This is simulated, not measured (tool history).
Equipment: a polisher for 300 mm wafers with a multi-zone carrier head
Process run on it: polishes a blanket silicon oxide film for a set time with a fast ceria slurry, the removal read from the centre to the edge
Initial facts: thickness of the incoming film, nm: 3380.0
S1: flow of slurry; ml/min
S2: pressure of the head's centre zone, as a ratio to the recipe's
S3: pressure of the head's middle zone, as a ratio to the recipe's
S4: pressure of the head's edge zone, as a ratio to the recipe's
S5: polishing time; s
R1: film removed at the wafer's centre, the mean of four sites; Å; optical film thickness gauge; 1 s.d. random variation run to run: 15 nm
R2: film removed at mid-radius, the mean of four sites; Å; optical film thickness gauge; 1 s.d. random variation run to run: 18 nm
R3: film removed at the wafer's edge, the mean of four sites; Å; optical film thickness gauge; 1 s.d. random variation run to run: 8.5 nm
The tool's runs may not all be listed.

Run 1, hour 0.0: S1 155 ml/min, S2 1.00, S3 1.00, S4 1.00, S5 70 s. Result: R1 11094 Å, R2 10985 Å, R3 10880 Å.
Run 2, hour 5.6: S1 180 ml/min, S2 1.00, S3 1.00, S4 1.00, S5 70 s. Result: R1 11295 Å, R2 11129 Å, R3 10971 Å.
Run 3, hour 10.7: S1 185 ml/min, S2 1.01, S3 1.04, S4 1.04, S5 73 s. Result: R1 11669 Å, R2 11932 Å, R3 11756 Å.
Run 4, hour 12.6: S1 190 ml/min, S2 1.03, S3 1.07, S4 1.06, S5 75 s. Result: R1 12285 Å, R2 12773 Å, R3 12210 Å.
Run 5, hour 19.1: S1 190 ml/min, S2 0.99, S3 1.07, S4 1.06, S5 75 s. Result: R1 11888 Å, R2 12601 Å, R3 12229 Å.
Run 6, hour 24.8: S1 195 ml/min, S2 1.01, S3 1.09, S4 1.08, S5 76 s. Result: R1 12504 Å, R2 13334 Å, R3 12706 Å.

What does the tool deliver on the next run?
Run 7, hour 26.4: S1 200 ml/min, S2 1.02, S3 1.10, S4 1.09, S5 76 s. Result: R1 ?, R2 ?, R3 ?.

Run 7 yielded R1 12875 Å, R2 13627 Å, R3 12717 Å.
